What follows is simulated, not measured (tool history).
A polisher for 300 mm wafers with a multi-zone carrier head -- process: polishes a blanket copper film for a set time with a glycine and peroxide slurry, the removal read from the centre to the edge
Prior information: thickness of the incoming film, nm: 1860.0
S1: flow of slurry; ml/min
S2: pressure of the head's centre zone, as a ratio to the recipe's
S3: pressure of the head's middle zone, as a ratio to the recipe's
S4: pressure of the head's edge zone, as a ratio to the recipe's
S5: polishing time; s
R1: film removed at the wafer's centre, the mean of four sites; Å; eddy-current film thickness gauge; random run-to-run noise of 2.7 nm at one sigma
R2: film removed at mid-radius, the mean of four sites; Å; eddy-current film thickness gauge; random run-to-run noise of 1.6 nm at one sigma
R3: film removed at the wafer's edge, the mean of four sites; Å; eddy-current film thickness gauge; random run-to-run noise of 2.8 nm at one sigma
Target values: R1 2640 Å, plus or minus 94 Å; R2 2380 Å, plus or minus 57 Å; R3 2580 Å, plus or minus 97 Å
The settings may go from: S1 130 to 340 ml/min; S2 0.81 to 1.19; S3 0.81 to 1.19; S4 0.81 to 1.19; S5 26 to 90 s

| run | hour | S1 | S2 | S3 | S4 | S5 | R1 | R2 | R3 |
|---|---|---|---|---|---|---|---|---|---|
| 1 | 0 | 220 | 1 | 1 | 1 | 58 | 3313.1 | 3365.6 | 3212.5 |
| 2 | 1.3 | 220 | 1 | 1 | 0.95 | 58 | 3303.6 | 3351.4 | 3132.3 |
| 3 | 4.2 | 220 | 1 | 1.05 | 0.95 | 58 | 3334.8 | 3512.9 | 3166.5 |
| 4 | 13.2 | 205 | 0.99 | 0.98 | 0.95 | 56 | 3119.6 | 3174.6 | 3080.1 |
| 5 | 20.2 | 210 | 1 | 0.94 | 0.94 | 53 | 3034.6 | 2907.3 | 2897.3 |
| 6 | 28.5 | 205 | 0.99 | 0.91 | 0.92 | 51 | 2861.1 | 2718.6 | 2711.6 |
| 7 | 34.1 | 195 | 0.98 | 0.88 | 0.92 | 51 | 2808.3 | 2617.2 | 2741.3 |
| 8 | 37.8 | 165 | 0.96 | 0.82 | 0.84 | 49 | 2562.3 | 2273.3 | 2453.9 |

4 candidate next runs follow, results not yet known. Just one meets every target within its allowed miss. Identify it.
| A | 41.5 | 160 | 0.98 | 0.81 | 0.89 | 49 | ? | ? | ? |
| B | 41.5 | 150 | 0.96 | 0.82 | 0.84 | 52 | ? | ? | ? |
| C | 41.5 | 215 | 0.93 | 0.84 | 0.83 | 50 | ? | ? | ? |
| D | 41.5 | 240 | 1.02 | 0.85 | 0.81 | 44 | ? | ? | ? |

| move | R1 | R2 | R3 |
|---|---|---|---|
| A | 2592.4 | 2263.8 | 2544.5 |
| B | 2651.8 | 2392.7 | 2603.7 |
| C | 2661.8 | 2509 | 2613.8 |
| D | 2615.2 | 2262.9 | 2301.6 |
A: further off than the last run
B: every result lands within tolerance
C: pushes the last run's worst result past its target
D: further off than the last run
So the answer is move B, the one that meets all the targets.

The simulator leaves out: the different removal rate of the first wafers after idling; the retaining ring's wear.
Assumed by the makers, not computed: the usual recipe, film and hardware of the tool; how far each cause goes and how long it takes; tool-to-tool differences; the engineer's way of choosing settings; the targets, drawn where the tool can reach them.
